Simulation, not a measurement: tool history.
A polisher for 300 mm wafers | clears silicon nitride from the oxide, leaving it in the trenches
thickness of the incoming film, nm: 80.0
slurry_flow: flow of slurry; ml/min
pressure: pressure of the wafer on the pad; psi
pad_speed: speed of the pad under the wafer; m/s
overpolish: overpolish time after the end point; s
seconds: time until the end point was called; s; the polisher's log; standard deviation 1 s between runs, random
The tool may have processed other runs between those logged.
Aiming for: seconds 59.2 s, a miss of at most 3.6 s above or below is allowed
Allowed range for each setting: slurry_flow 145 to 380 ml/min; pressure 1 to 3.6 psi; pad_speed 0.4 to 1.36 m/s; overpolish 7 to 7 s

| run | day | slurry_flow | pressure | pad_speed | overpolish | seconds |
|---|---|---|---|---|---|---|
| 1 | 0 | 245 | 2.3 | 0.88 | 7 | 113.19 |
| 2 | 0.354 | 210 | 2.3 | 0.88 | 7 | 117.27 |
| 3 | 0.612 | 210 | 2.6 | 0.88 | 7 | 102.49 |
| 4 | 0.975 | 150 | 2.6 | 0.88 | 7 | 106.8 |
| 5 | 1 | 150 | 2.6 | 0.88 | 7 | 107.42 |
| 6 | 1.296 | 150 | 2.6 | 0.88 | 7 | 108.73 |
| 7 | 1.454 | 160 | 2.9 | 0.92 | 7 | 90.734 |
| 8 | 1.779 | 165 | 3.5 | 1.06 | 7 | 68.518 |
| 9 | 2.025 | 165 | 3.5 | 1.1 | 7 | 65.873 |
| 10 | 2.204 | 165 | 3.5 | 1.12 | 7 | 65.285 |

Which one of the following 4 next-run settings gets every result inside its allowed miss? There is exactly one.
| A | 2.383 | 150 | 3.1 | 1.2 | 7 | ? |
| B | 2.383 | 190 | 3.4 | 1.22 | 7 | ? |
| C | 2.383 | 170 | 2.8 | 1.14 | 7 | ? |
| D | 2.383 | 185 | 3.6 | 1.02 | 7 | ? |

| move | seconds |
|---|---|
| A | 68.335 |
| B | 59.852 |
| C | 77.395 |
| D | 67.864 |
A: the biggest miss grows against the last run
B: hits every target within its allowed miss
C: the biggest miss grows against the last run
D: the biggest miss grows against the last run
So the answer is move B, the one that meets all the targets.
